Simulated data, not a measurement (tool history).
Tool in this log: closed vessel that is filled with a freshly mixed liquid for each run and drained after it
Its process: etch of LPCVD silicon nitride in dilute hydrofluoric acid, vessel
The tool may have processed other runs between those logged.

run,day,temperature setpoint of the liquid (C),parts of water to one part of 49 % hydrofluoric acid (parts by volume),time in the liquid (s),thickness taken off the LPCVD silicon nitride on a monitor wafer (angstrom)
1,0.000,25.0,295,3135,55.722
2,0.050,21.5,295,3135,44.276
3,0.150,25.0,270,3135,59.981
4,0.404,28.5,270,3135,74.021
5,0.575,30.0,250,3135,86.953
6,0.633,30.0,350,3135,61.925
7,0.800,31.0,305,3140,76.143

The next listed run, before its measurement:
8,0.971,31.5,275,3140,?

{"run 8": {"thickness taken off the LPCVD silicon nitride on a monitor wafer (angstrom)": 87.889}}
